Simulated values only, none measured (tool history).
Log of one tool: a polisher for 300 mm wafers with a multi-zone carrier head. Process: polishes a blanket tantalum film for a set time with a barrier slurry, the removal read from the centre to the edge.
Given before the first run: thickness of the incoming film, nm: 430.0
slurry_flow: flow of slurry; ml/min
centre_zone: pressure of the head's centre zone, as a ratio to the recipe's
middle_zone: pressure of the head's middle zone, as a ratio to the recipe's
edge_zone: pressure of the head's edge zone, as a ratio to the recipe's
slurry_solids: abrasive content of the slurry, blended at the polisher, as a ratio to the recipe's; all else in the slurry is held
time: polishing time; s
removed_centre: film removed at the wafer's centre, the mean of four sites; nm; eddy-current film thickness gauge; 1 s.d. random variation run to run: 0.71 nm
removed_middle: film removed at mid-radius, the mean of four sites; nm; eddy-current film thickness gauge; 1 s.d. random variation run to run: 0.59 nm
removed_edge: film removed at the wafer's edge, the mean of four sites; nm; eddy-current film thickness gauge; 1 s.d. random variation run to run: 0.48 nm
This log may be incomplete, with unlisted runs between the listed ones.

run	day	slurry_flow	centre_zone	middle_zone	edge_zone	slurry_solids	time	removed_centre	removed_middle	removed_edge
1	0	145	1	1	1	1	64	87.572	87.64	89.39
2	0.046	145	0.96	1	1	1	64	84.381	85.771	89.527
3	0.138	145	0.96	1.06	1	1	64	84.706	89.699	86.942
4	0.4	140	0.98	1.06	0.97	0.9	58	74.774	79.664	75.361
5	0.6	140	0.98	0.98	0.97	0.9	58	74.814	73.688	76.103
6	0.662	135	0.99	0.99	0.94	0.8	55	65.518	67.233	66.596
7	0.804	135	1.02	0.98	0.91	0.75	54	66.745	64.066	62.187
8	0.838	110	0.97	0.99	0.81	0.5	47	40.25	42.796	40.705
9	1	130	0.98	0.99	0.82	0.5	47	45.271	44.156	43.008
10	1.192	140	0.98	1.02	0.83	0.5	47	45.41	46.51	42.944
11	1.308	150	0.98	1.03	0.85	0.5	47	46.093	46.138	43.896
12	1.362	155	0.99	1.05	0.87	0.5	47	47.547	46.905	45.019
13	1.592	160	1	1.07	0.88	0.5	47	46.693	49.326	44.006

Estimate the outcome of run 14 from the log above:
14	1.775	165	1.01	1.07	0.89	0.5	47	?	?	?

Run 14 measured removed_centre 46.736 nm, removed_middle 49.763 nm, removed_edge 44.78 nm.

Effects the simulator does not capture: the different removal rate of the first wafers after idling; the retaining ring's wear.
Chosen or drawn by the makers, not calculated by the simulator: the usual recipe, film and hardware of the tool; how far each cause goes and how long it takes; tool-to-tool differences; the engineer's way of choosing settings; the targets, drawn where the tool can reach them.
